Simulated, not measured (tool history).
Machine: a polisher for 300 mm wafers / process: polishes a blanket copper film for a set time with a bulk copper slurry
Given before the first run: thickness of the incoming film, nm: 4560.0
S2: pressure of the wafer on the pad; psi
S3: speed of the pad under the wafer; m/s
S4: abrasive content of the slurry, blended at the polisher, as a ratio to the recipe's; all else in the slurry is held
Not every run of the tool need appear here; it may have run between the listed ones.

Run 1, hour 0: flow of slurry (ml/min) 270, S2 2.5 psi, S3 1.26 m/s, S4 1, polishing time (s) 95. Result: film removed (angstrom) 8329.7.
Run 2, hour 5.6: flow of slurry (ml/min) 270, S2 2.6 psi, S3 1.26 m/s, S4 1, polishing time (s) 95. Result: film removed (angstrom) 8741.5.
Run 3, hour 8.3: flow of slurry (ml/min) 270, S2 2.6 psi, S3 1.26 m/s, S4 0.85, polishing time (s) 95. Result: film removed (angstrom) 8576.2.
Run 4, hour 15.5: flow of slurry (ml/min) 270, S2 2.7 psi, S3 1.26 m/s, S4 0.85, polishing time (s) 95. Result: film removed (angstrom) 8751.1.
Run 5, hour 21.2: flow of slurry (ml/min) 270, S2 2.8 psi, S3 1.26 m/s, S4 0.85, polishing time (s) 95. Result: film removed (angstrom) 8900.6.
Run 6, hour 28.2: flow of slurry (ml/min) 270, S2 2.9 psi, S3 1.26 m/s, S4 0.85, polishing time (s) 95. Result: film removed (angstrom) 9238.2.

Run 7 has not been measured yet. What should we expect?
Run 7, hour 31.1: flow of slurry (ml/min) 270, S2 3 psi, S3 1.26 m/s, S4 0.85, polishing time (s) 95. Result: film removed (angstrom) ?.

Run 7 yielded film removed (angstrom) 9261.1.

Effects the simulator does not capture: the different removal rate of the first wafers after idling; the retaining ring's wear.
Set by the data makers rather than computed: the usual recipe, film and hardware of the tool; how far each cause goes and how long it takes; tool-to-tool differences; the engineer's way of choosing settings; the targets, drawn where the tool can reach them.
